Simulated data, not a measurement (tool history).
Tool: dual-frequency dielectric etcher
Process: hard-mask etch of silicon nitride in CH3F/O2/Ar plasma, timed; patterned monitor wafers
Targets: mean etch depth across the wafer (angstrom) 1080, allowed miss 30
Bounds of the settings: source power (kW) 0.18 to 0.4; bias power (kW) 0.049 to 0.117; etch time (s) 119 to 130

run,hour,source power (kW),bias power (kW),etch time (s),mean etch depth across the wafer (angstrom)
1,0,0.29,0.083,130,887.94
2,8.4,0.26,0.083,130,848.6
3,16.2,0.26,0.094,130,913.6
4,17.2,0.24,0.094,130,893.53
5,24.2,0.24,0.094,119,804.97
6,25,0.21,0.094,119,777.61
7,30.5,0.24,0.097,119.5,822.75
8,34.8,0.27,0.102,120.5,890.29
9,35.6,0.29,0.105,121,936.29
10,42.2,0.31,0.107,121.5,976.18
11,51,0.32,0.108,121.5,997.21
12,57.7,0.33,0.109,121.5,1002.1

Which of these 5 next moves meets every target?
A,64.4,0.34,0.095,123.5,?
B,64.4,0.3,0.098,126,?
C,64.4,0.32,0.11,130,?
D,64.4,0.36,0.093,123.5,?
E,64.4,0.34,0.103,119,?

move,mean etch depth across the wafer (angstrom)
A,958.73
B,950.93
C,1067.3
D,967.62
E,964.41
A: further off than the last run
B: further off than the last run
C: meets every target
D: further off than the last run
E: further off than the last run
The right move is C.

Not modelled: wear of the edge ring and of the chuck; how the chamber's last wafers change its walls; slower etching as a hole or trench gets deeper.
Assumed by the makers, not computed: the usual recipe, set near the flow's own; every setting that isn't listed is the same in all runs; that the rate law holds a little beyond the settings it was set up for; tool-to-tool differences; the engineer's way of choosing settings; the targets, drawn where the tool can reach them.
